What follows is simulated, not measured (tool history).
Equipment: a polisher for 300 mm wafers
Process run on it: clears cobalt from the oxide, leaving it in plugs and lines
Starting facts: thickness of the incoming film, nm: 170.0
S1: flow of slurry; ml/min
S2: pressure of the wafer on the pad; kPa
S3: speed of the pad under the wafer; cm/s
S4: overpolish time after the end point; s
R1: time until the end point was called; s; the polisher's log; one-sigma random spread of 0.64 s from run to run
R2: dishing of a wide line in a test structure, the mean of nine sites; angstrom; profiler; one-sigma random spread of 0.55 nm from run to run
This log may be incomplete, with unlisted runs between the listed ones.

run    day   S1    S2   S3  S4      R1      R2
  1  0.000  150  17.2  118  25  25.429  557.34
  2  0.292  150  17.2  108  25  27.961  552.52
  3  0.342  150  17.2   84  25  35.314  543.79
  4  0.379  150  14.5   84  25  42.104  514.37
     0.654  -- worn pad replaced by a new one
  5  0.654  150  14.5   84  18  37.627  463.10
  6  0.917  150  13.8   84  18  39.841  453.80
  7  0.992  150  12.4   82  19  45.410  446.05

Run 8 comes next. What will it give?
  8  1.067  150  12.4  82  20   ?   ?

Run 8 produced R1 44.395 s, R2 454.34 angstrom.
